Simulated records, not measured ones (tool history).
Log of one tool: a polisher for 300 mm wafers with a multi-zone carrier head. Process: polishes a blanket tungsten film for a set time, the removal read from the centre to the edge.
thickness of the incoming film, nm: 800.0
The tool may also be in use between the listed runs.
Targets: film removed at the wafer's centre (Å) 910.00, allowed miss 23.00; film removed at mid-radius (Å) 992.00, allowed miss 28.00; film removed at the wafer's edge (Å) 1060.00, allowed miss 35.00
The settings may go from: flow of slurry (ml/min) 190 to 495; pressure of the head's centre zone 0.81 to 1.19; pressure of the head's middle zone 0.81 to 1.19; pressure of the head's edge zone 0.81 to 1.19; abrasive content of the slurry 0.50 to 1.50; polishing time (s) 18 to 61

| run | hour | flow of slurry (ml/min) | pressure of the head's centre zone | pressure of the head's middle zone | pressure of the head's edge zone | abrasive content of the slurry | polishing time (s) | film removed at the wafer's centre (Å) | film removed at mid-radius (Å) | film removed at the wafer's edge (Å) |
|---|---|---|---|---|---|---|---|---|---|---|
| 1 | 0.0 | 320 | 1.00 | 1.00 | 1.00 | 1.00 | 39 | 1174.40 | 1198.50 | 1183.30 |
| 2 | 2.0 | 320 | 1.00 | 1.00 | 1.00 | 1.15 | 39 | 1232.70 | 1256.30 | 1239.70 |
| 3 | 7.6 | 310 | 0.96 | 0.97 | 0.98 | 1.10 | 39 | 1170.00 | 1197.60 | 1233.80 |
| 4 | 9.8 | 310 | 0.96 | 0.97 | 0.90 | 1.10 | 39 | 1167.20 | 1190.20 | 1181.10 |
| 5 | 15.6 | 310 | 0.96 | 0.97 | 0.90 | 1.00 | 39 | 1137.10 | 1164.90 | 1137.30 |
| 6 | 17.5 | 310 | 0.96 | 0.97 | 0.98 | 1.00 | 39 | 1149.70 | 1164.40 | 1191.00 |
| 7 | 18.5 | 305 | 0.93 | 0.96 | 0.97 | 0.90 | 39 | 1046.60 | 1124.70 | 1141.50 |
| 8 | 25.5 | 300 | 0.91 | 0.94 | 0.95 | 0.85 | 39 | 1014.00 | 1073.50 | 1122.00 |
| 9 | 27.2 | 295 | 0.90 | 0.93 | 0.94 | 0.85 | 39 | 998.62 | 1084.30 | 1089.60 |
| 10 | 31.7 | 290 | 0.89 | 0.91 | 0.94 | 0.85 | 39 | 995.16 | 1040.60 | 1104.00 |
| 11 | 40.6 | 290 | 0.89 | 0.91 | 0.94 | 0.85 | 39 | 986.30 | 1043.20 | 1115.60 |
| 12 | 44.5 | 285 | 0.88 | 0.91 | 0.93 | 0.85 | 39 | 983.92 | 1061.60 | 1102.20 |
| 13 | 47.9 | 285 | 0.87 | 0.90 | 0.92 | 0.85 | 39 | 964.12 | 1046.00 | 1087.30 |
| 14 | 49.1 | 280 | 0.86 | 0.89 | 0.92 | 0.85 | 39 | 949.68 | 1026.10 | 1092.10 |
| 15 | 51.8 | 275 | 0.86 | 0.89 | 0.91 | 0.85 | 39 | 962.64 | 1025.70 | 1085.90 |
| 16 | 53.3 | 275 | 0.85 | 0.89 | 0.91 | 0.85 | 39 | 939.04 | 1026.00 | 1089.20 |
|  | 54.8 | worn pad replaced by a new one |
| 17 | 54.8 | 270 | 0.85 | 0.89 | 0.90 | 0.85 | 39 | 1022.30 | 1106.70 | 1175.50 |
| 18 | 60.7 | 285 | 0.85 | 0.89 | 0.90 | 0.85 | 39 | 1030.40 | 1122.50 | 1166.00 |
| 19 | 65.2 | 275 | 0.85 | 0.89 | 0.90 | 0.85 | 39 | 1026.70 | 1111.60 | 1171.70 |
| 20 | 67.1 | 300 | 0.85 | 0.88 | 0.91 | 0.85 | 39 | 1042.10 | 1127.10 | 1168.70 |
| 21 | 71.0 | 290 | 0.85 | 0.89 | 0.91 | 0.85 | 39 | 1039.10 | 1115.00 | 1173.80 |
| 22 | 74.9 | 280 | 0.85 | 0.89 | 0.91 | 0.85 | 39 | 1038.40 | 1111.10 | 1178.50 |

5 next moves are on the table. One of them brings every result within its allowed miss. Which?
| A | 78.8 | 335 | 0.98 | 0.89 | 0.91 | 0.70 | 33 | ? | ? | ? |
| B | 78.8 | 390 | 0.83 | 0.81 | 0.92 | 0.95 | 33 | ? | ? | ? |
| C | 78.8 | 345 | 0.88 | 0.88 | 0.83 | 1.05 | 32 | ? | ? | ? |
| D | 78.8 | 280 | 0.86 | 0.91 | 0.97 | 0.85 | 34 | ? | ? | ? |
| E | 78.8 | 260 | 0.88 | 0.87 | 0.90 | 0.90 | 35 | ? | ? | ? |

| move | film removed at the wafer's centre (Å) | film removed at mid-radius (Å) | film removed at the wafer's edge (Å) |
|---|---|---|---|
| A | 951.57 | 912.91 | 955.28 |
| B | 896.89 | 941.69 | 1067.10 |
| C | 940.16 | 996.43 | 1008.50 |
| D | 894.54 | 999.56 | 1061.90 |
| E | 949.21 | 999.69 | 1067.30 |
A: nearer than the last run, and not there yet
B: brings the result that was furthest off to its target, and leaves another outside
C: nearer than the last run, and not there yet
D: meets every target
E: nearer than the last run, and not there yet
The right move is D.
